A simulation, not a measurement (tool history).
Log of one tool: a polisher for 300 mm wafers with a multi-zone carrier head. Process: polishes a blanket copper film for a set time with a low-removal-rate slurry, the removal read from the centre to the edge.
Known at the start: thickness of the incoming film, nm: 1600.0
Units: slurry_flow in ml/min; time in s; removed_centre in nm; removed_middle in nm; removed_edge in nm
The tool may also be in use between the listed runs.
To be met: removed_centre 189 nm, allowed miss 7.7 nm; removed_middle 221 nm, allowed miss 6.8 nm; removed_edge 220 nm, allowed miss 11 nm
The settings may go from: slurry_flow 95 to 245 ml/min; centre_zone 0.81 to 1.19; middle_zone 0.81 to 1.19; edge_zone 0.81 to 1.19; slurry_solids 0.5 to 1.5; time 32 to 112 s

run,hour,slurry_flow,centre_zone,middle_zone,edge_zone,slurry_solids,time,removed_centre,removed_middle,removed_edge
1,0,155,1,1,1,1,72,225.17,230.95,213.12
2,8.6,145,0.98,1,1.02,1,72,217.28,228.6,208.81
3,12.8,140,0.95,0.98,1.04,1.05,72,214.56,224.66,216.37
4,15,140,0.95,0.98,1.04,1.15,72,222.91,231.81,228.36
5,16.6,135,0.93,0.98,1.04,1.15,72,212.58,230.89,218.26
6,21.7,135,0.93,0.98,1.04,1.15,81,238.22,259.38,244.9
7,30.5,130,0.91,0.97,1.05,1.1,81,231.04,251.62,244.38
8,39.4,125,0.89,0.96,1.05,1.05,81,217.61,243.53,235.4
9,43.8,120,0.88,0.95,1.05,1.05,81,215.5,237.2,239.51
10,52.3,115,0.87,0.95,1.04,1.05,81,209.59,236.82,228.72
11,59.6,110,0.86,0.94,1.04,1.05,81,207.57,230.7,228.77
12,63.2,110,0.85,0.94,1.04,1.05,81,204.15,225.06,231.92
13,68.8,110,0.84,0.95,1.03,1.05,81,202.66,231.07,233.55
# hour 73.4: edge zone pressure recalibrated
14,73.4,110,0.84,0.95,1.03,1,81,196.14,228.44,239.45
15,81.7,105,0.85,0.96,1.03,1,80,197.27,225.76,233.03
16,88.9,110,0.84,0.95,1.01,1,80,197.42,227.23,235.48
17,89.8,110,0.84,0.96,1.03,1,80,196.81,230.35,241.44

Which of these 5 next moves meets every target?
A,90.7,100,0.96,0.92,0.96,1.3,76,?,?,?
B,90.7,100,0.9,0.91,1,1.05,81,?,?,?
C,90.7,125,0.81,0.93,1.14,0.7,84,?,?,?
D,90.7,120,0.81,0.85,1.18,0.8,88,?,?,?
E,90.7,100,0.9,1.04,1.05,1.4,68,?,?,?

move,removed_centre,removed_middle,removed_edge
A,216.09,221.12,230.1
B,203.47,220.27,235.84
C,180.99,219.88,242.02
D,194.93,220.26,267.01
E,184.99,223.84,219.02
A: brings the result that was furthest off to its target, and leaves another outside
B: as far off as the last run
C: as far off as the last run
D: further off than the last run
E: meets every target
Move E is the one to make.
